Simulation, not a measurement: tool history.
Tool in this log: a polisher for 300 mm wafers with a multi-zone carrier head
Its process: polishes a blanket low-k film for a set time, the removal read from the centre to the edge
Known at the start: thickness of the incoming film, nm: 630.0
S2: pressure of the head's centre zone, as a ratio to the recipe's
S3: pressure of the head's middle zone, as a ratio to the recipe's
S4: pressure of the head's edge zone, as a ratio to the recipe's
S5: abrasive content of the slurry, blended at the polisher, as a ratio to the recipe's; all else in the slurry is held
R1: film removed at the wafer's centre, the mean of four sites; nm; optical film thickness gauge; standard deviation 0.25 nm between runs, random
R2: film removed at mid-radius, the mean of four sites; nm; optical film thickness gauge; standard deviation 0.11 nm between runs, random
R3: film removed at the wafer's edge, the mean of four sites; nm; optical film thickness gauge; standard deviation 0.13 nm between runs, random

{"run": 1, "hour": 0.0, "flow of slurry (ml/min)": 255, "S2": 1, "S3": 1, "S4": 1, "S5": 1, "polishing time (s)": 45, "R1": 16.414, "R2": 16.606, "R3": 16.182}
{"run": 2, "hour": 4.0, "flow of slurry (ml/min)": 255, "S2": 1, "S3": 1, "S4": 1.06, "S5": 1, "polishing time (s)": 45, "R1": 16.073, "R2": 16.676, "R3": 16.822}
{"run": 3, "hour": 4.6, "flow of slurry (ml/min)": 255, "S2": 1.06, "S3": 1, "S4": 1.06, "S5": 1, "polishing time (s)": 45, "R1": 17.329, "R2": 16.675, "R3": 16.512}
{"run": 4, "hour": 12.3, "flow of slurry (ml/min)": 255, "S2": 1.13, "S3": 1, "S4": 1.06, "S5": 1, "polishing time (s)": 45, "R1": 18.305, "R2": 17.119, "R3": 16.48}
{"run": 5, "hour": 21.2, "flow of slurry (ml/min)": 245, "S2": 1.13, "S3": 0.97, "S4": 1.05, "S5": 1, "polishing time (s)": 45, "R1": 18.375, "R2": 16.399, "R3": 16.792}
{"run": 6, "hour": 26.8, "flow of slurry (ml/min)": 245, "S2": 1.13, "S3": 0.97, "S4": 1.05, "S5": 1.2, "polishing time (s)": 45, "R1": 19.654, "R2": 17.637, "R3": 18.072}

Forecast run 7:
{"run": 7, "hour": 30.4, "flow of slurry (ml/min)": 240, "S2": 1.12, "S3": 0.95, "S4": 1.01, "S5": 1.15, "polishing time (s)": 45, "R1": "?", "R2": "?", "R3": "?"}

For run 7 the tool returned R1 19.293 nm, R2 17.297 nm, R3 17.68 nm.
